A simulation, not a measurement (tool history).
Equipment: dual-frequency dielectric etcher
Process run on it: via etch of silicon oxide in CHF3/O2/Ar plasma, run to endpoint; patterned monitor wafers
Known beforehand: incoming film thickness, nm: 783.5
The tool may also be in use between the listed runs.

run  hour  source power (kW)  bias power (kW)  endpoint time (s)
  1     0               0.86            0.223             328.52
  2   8.9               0.84            0.222              331.9
  3  17.4               0.82            0.221             341.01
  4  23.4               0.95            0.221             315.09
  5    29               0.93             0.22             319.49
  6  30.7               1.08             0.22             297.32
  7  32.7               1.04            0.219             301.51
  8  34.1               1.01            0.218             305.82
  9  37.7               0.98            0.217             312.28
       41  -- bias power generator calibrated
 10    41               0.96            0.216             317.15
 11  48.9               0.94            0.215             317.43

Run 12 comes next. What will it give?
 12  55.5               0.94            0.215                  ?

Run 12 came out at endpoint time (s) 320.54.
